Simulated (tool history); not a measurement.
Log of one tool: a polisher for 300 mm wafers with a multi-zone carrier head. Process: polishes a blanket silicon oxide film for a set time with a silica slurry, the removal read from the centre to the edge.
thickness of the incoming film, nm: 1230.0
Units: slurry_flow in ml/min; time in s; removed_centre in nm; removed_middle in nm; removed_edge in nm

Run 1, hour 0.0: slurry_flow 150 ml/min, centre_zone 1.00, middle_zone 1.00, edge_zone 1.00, slurry_solids 1.00, time 52 s. Result: removed_centre 234.91 nm, removed_middle 228.10 nm, removed_edge 225.84 nm.
Run 2, hour 4.0: slurry_flow 150 ml/min, centre_zone 1.00, middle_zone 1.00, edge_zone 1.08, slurry_solids 1.00, time 52 s. Result: removed_centre 232.98 nm, removed_middle 230.25 nm, removed_edge 236.59 nm.
Run 3, hour 6.9: slurry_flow 150 ml/min, centre_zone 1.00, middle_zone 1.00, edge_zone 1.08, slurry_solids 1.00, time 42 s. Result: removed_centre 186.19 nm, removed_middle 184.87 nm, removed_edge 189.29 nm.
Run 4, hour 12.5: slurry_flow 150 ml/min, centre_zone 1.00, middle_zone 1.00, edge_zone 1.15, slurry_solids 1.00, time 42 s. Result: removed_centre 181.46 nm, removed_middle 184.94 nm, removed_edge 196.21 nm.
Run 5, hour 19.3: slurry_flow 150 ml/min, centre_zone 1.00, middle_zone 1.00, edge_zone 1.15, slurry_solids 0.90, time 42 s. Result: removed_centre 174.97 nm, removed_middle 174.51 nm, removed_edge 180.93 nm.
Run 6, hour 22.4: slurry_flow 155 ml/min, centre_zone 1.00, middle_zone 1.02, edge_zone 1.14, slurry_solids 0.95, time 42 s. Result: removed_centre 186.11 nm, removed_middle 181.06 nm, removed_edge 190.70 nm.
Run 7, hour 30.6: slurry_flow 150 ml/min, centre_zone 0.99, middle_zone 1.04, edge_zone 1.11, slurry_solids 1.00, time 44 s. Result: removed_centre 201.75 nm, removed_middle 198.94 nm, removed_edge 199.78 nm.
Run 8, hour 38.8: slurry_flow 145 ml/min, centre_zone 0.97, middle_zone 1.06, edge_zone 1.12, slurry_solids 1.05, time 45 s. Result: removed_centre 196.00 nm, removed_middle 211.98 nm, removed_edge 207.56 nm.
Run 9, hour 40.5: slurry_flow 150 ml/min, centre_zone 0.97, middle_zone 1.07, edge_zone 1.12, slurry_solids 1.10, time 46 s. Result: removed_centre 209.12 nm, removed_middle 222.13 nm, removed_edge 221.62 nm.
Run 10, hour 48.6: slurry_flow 150 ml/min, centre_zone 0.96, middle_zone 1.08, edge_zone 1.11, slurry_solids 1.15, time 47 s. Result: removed_centre 216.75 nm, removed_middle 233.24 nm, removed_edge 235.62 nm.
Run 11, hour 53.9: slurry_flow 150 ml/min, centre_zone 0.95, middle_zone 1.09, edge_zone 1.09, slurry_solids 1.20, time 48 s. Result: removed_centre 224.33 nm, removed_middle 244.54 nm, removed_edge 239.46 nm.
Run 12, hour 60.8: slurry_flow 150 ml/min, centre_zone 0.94, middle_zone 1.10, edge_zone 1.08, slurry_solids 1.25, time 49 s. Result: removed_centre 230.11 nm, removed_middle 255.24 nm, removed_edge 247.17 nm.
Run 13, hour 62.4: slurry_flow 150 ml/min, centre_zone 0.93, middle_zone 1.11, edge_zone 1.08, slurry_solids 1.30, time 50 s. Result: removed_centre 233.91 nm, removed_middle 267.39 nm, removed_edge 260.05 nm.

The next listed run, before its measurement:
Run 14, hour 71.4: slurry_flow 190 ml/min, centre_zone 0.96, middle_zone 1.19, edge_zone 1.10, slurry_solids 1.50, time 51 s. Result: removed_centre ?, removed_middle ?, removed_edge ?.

removed_centre: 272.08 nm
removed_middle: 310.45 nm
removed_edge: 295.35 nm
